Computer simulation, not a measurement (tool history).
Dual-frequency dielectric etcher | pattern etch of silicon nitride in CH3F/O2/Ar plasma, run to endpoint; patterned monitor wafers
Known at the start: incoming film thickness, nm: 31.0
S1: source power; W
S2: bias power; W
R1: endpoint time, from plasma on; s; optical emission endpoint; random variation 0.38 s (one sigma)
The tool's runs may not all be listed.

run	hour	S1	S2	R1
1	0	550	56	41.088
2	7.8	510	54	42.341
3	9.1	510	58	41.521
4	10.3	470	55	43.325
5	13	400	55	45.892
6	15.4	390	55	46.133

Forecast run 7:
7	18	380	55	?

Run 7 gave R1 46.04 s.

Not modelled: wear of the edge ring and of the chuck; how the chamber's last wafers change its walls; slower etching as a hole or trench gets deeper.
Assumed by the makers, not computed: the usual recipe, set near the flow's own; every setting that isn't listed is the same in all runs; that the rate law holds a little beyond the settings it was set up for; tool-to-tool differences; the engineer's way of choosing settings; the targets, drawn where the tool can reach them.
